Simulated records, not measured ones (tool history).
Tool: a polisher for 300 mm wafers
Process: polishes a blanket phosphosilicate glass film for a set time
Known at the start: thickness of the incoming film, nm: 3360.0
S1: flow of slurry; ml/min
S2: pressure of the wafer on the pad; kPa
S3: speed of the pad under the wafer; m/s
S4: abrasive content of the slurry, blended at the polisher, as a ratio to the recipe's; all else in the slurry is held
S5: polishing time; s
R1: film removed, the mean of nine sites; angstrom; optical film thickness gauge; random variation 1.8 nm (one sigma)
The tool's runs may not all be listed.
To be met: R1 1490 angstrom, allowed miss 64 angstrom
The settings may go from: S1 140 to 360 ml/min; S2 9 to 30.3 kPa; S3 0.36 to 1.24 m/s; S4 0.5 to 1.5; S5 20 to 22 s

run,hour,S1,S2,S3,S4,S5,R1
1,0,230,19.3,0.8,1,22,1222.8
2,4.6,230,19.3,0.62,1,22,993.63
3,11.2,230,20,0.62,1,22,1009.3
4,15.9,230,20,0.62,1,22,1010
5,20.2,230,20,0.74,1,22,1173.9
6,24.2,230,17.2,0.74,1,22,1021.6
7,25.3,230,17.9,0.74,1,22,1060.5
8,34.2,230,18.6,0.74,1,22,1117.7
9,38.6,230,19.3,0.74,1,22,1128.6
10,40.1,230,20,0.74,1,22,1192.9
11,48.8,230,20.7,0.74,1,22,1234
12,57.4,230,21.4,0.74,1,22,1255.8
13,61.5,230,22.1,0.74,1,22,1320.7
14,65,230,23.4,0.74,1,22,1378.7
15,72.9,230,24.1,0.74,1,22,1418.6

Which of these 4 next moves meets every target?
A,80.8,230,21.4,1,0.8,22,?
B,80.8,185,21.4,0.84,1.3,20,?
C,80.8,235,25.5,0.82,1.05,22,?
D,80.8,210,23.4,0.62,1.35,22,?

move,R1
A,1473.4
B,1350.3
C,1658
D,1314.2
A: meets every target
B: further off than the last run
C: takes the result that was furthest off past its target
D: further off than the last run
Move A is the one to make.
